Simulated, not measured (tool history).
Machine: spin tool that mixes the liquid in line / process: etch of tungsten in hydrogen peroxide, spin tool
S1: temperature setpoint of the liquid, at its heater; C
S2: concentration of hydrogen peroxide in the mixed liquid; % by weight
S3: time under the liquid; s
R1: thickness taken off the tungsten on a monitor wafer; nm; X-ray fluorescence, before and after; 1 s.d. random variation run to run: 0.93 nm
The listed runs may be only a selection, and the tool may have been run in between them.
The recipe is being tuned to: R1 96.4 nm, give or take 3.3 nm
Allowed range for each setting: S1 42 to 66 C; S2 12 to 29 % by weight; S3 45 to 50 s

| run | hour | S1 | S2 | S3 | R1 |
|---|---|---|---|---|---|
| 1 | 0 | 58 | 19.5 | 45 | 57.991 |
| 2 | 2.3 | 60.5 | 20 | 45 | 66.032 |
| 3 | 9.1 | 60.5 | 20 | 50 | 73.513 |
| 4 | 18.1 | 60.5 | 16.5 | 50 | 67.354 |
| 5 | 22.8 | 62 | 17.5 | 50 | 74.513 |
| 6 | 28.9 | 62 | 17.5 | 45 | 67.825 |
| 7 | 34.5 | 63 | 18.5 | 45 | 73.357 |
| 8 | 35.3 | 64 | 19.5 | 45 | 80.238 |
| 9 | 38.2 | 64 | 19.5 | 45 | 79.385 |
| 10 | 45.2 | 64.5 | 20 | 45 | 83.925 |
| 11 | 53 | 65 | 20.5 | 45 | 86.428 |

Below are 5 possible settings for the next run. Only one of them brings all results inside the allowed miss of their targets. Which is it?
| A | 60.8 | 61 | 19.5 | 50 | ? |
| B | 60.8 | 64.5 | 22 | 50 | ? |
| C | 60.8 | 65 | 18.5 | 45 | ? |
| D | 60.8 | 64 | 20 | 50 | ? |
| E | 60.8 | 61 | 24 | 45 | ? |

| move | R1 |
|---|---|
| A | 75.263 |
| B | 97.446 |
| C | 82.703 |
| D | 90.343 |
| E | 75.147 |
A: misses by more than the last run did
B: all results land within tolerance of their targets
C: misses by more than the last run did
D: closer than the last run, but not yet in spec
E: misses by more than the last run did
So the answer is move B, the one that meets all the targets.
